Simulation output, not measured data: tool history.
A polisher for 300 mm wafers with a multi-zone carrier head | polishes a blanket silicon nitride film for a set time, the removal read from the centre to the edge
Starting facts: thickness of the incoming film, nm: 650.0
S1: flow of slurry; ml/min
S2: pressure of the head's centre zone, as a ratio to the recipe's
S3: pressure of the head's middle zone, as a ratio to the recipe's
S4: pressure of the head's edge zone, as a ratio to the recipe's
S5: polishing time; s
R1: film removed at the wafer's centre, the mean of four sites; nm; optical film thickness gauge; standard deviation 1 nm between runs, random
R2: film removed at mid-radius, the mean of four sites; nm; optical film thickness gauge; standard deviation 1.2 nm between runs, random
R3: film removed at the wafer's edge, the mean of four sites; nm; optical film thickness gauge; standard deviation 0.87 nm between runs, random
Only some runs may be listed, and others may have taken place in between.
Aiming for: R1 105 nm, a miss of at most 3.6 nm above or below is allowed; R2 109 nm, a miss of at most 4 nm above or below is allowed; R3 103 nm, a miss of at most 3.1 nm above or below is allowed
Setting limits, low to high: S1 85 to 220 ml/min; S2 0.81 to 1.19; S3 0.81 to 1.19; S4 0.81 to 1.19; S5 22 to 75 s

run,hour,S1,S2,S3,S4,S5,R1,R2,R3
1,0,140,1,1,1,48,92.504,92.826,91.986
2,7.8,140,1,1,1,42,81.569,80.665,80.469
3,11,150,1.01,1.02,1.02,43,86.442,85.655,83.6
4,13.3,150,1.07,1.02,1.02,43,92.113,84.061,84.253
5,15.5,150,1.07,1.02,1.02,32,68.28,63.217,63.401
6,16.9,150,1.07,1.09,1.02,32,67.116,67.418,63.212
7,18.7,155,1.07,1.1,1.04,35,76.512,74.236,69.386
8,20.5,155,1.07,1.1,1.04,35,74.505,74.259,70.005
9,24.3,195,1.07,1.16,1.14,49,109.36,112.03,103.14

Consider the 5 candidate settings below. Which is the only one whose results all fall within their allowed miss of target?
A,28.1,215,1.06,1.05,1.16,50,?,?,?
B,28.1,205,1.01,1.19,1.13,49,?,?,?
C,28.1,120,1.19,1.19,1.17,51,?,?,?
D,28.1,205,1,1.15,1.19,47,?,?,?
E,28.1,210,1.03,1.12,1.13,48,?,?,?

move,R1,R2,R3
A,112.27,109.38,108.07
B,104.11,118.58,103.77
C,113.27,110.73,101.77
D,98.837,110.42,102.3
E,104.37,110.61,102.01
A: its largest miss is bigger than the last run's
B: puts the biggest miss on target and leaves a different result outside tolerance
C: its largest miss is bigger than the last run's
D: moves the result that the last run missed by most past its target, out the other side
E: all results land within tolerance of their targets
Answer: E

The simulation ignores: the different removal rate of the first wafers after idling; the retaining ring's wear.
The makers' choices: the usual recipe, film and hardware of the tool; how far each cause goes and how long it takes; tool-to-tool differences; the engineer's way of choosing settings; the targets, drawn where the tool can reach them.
